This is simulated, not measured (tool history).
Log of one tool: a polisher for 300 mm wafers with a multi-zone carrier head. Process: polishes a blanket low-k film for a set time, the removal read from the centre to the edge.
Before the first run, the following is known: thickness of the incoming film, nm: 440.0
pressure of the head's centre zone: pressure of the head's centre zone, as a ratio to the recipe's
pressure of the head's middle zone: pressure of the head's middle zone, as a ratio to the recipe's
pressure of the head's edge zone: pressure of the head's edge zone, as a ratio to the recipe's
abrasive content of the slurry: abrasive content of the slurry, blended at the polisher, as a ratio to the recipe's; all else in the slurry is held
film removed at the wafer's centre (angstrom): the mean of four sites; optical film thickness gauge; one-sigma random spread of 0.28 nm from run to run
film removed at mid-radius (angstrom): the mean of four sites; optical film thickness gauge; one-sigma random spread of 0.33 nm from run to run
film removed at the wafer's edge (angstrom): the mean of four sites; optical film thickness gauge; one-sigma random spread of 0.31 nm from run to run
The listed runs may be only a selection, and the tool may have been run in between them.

run	hour	flow of slurry (ml/min)	pressure of the head's centre zone	pressure of the head's middle zone	pressure of the head's edge zone	abrasive content of the slurry	polishing time (s)	film removed at the wafer's centre (angstrom)	film removed at mid-radius (angstrom)	film removed at the wafer's edge (angstrom)
1	0	195	1	1	1	1	75	408.96	398.08	409.53
2	6.4	195	1	0.94	1	1	75	408.65	371.36	408.41
3	9.6	200	1.01	0.94	0.97	0.9	72	377.18	341.45	366.81
4	10.6	220	1.01	0.94	0.97	0.9	72	385.35	348.57	362.82
5	12.5	220	1.01	1	0.97	0.9	72	386.79	364.18	376.81
6	13.2	230	1.02	0.99	0.94	0.85	69	374.73	345.84	337.03

Run 7 comes next. What will it give?
7	14.6	230	1.01	0.97	0.93	0.8	68	?	?	?

Run 7 produced film removed at the wafer's centre (angstrom) 348.77, film removed at mid-radius (angstrom) 323.91, film removed at the wafer's edge (angstrom) 331.39.

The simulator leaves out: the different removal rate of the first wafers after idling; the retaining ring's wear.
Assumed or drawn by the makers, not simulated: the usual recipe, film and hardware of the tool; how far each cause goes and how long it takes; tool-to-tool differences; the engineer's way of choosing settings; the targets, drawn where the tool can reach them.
